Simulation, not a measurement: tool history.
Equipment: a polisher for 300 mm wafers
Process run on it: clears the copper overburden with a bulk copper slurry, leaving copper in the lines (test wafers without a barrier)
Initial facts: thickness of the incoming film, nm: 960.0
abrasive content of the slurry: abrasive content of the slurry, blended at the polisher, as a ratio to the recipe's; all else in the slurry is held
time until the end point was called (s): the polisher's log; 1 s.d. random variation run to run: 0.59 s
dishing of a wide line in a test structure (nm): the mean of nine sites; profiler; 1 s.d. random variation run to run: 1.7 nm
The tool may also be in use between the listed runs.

run  hour  flow of slurry (ml/min)  pressure of the wafer on the pad (psi)  speed of the pad under the wafer (m/s)  abrasive content of the slurry  overpolish time after the end point (s)  time until the end point was called (s)  dishing of a wide line in a test structure (nm)
  1     0                      155                                     3.2                                    1.08                               1                                       16                                   94.805                                           94.297
  2   2.3                      155                                     3.2                                    0.92                               1                                       16                                    108.8                                           86.293
  3   6.3                      155                                     3.4                                    0.94                               1                                       15                                   102.32                                           88.963
  4   9.3                      155                                     3.4                                    0.94                               1                                       13                                   101.59                                           80.482
  5  17.6                      195                                     3.4                                    0.94                               1                                       13                                   100.12                                           81.375
  6  18.5                      195                                     3.7                                    0.94                               1                                       13                                    90.64                                           86.928
  7  21.2                      195                                     3.8                                    0.96                               1                                       13                                   85.894                                           89.847
  8  28.9                      195                                     3.9                                    0.98                               1                                       13                                   83.219                                           95.275
  9  37.8                      195                                       4                                       1                               1                                       12                                   77.895                                           89.204

For run 10, what comes out?
 10  39.7                      195                                     4.1                                    1.02                               1                                       12                                        ?                                                ?

Run 10 gave time until the end point was called (s) 76.092, dishing of a wide line in a test structure (nm) 92.903.
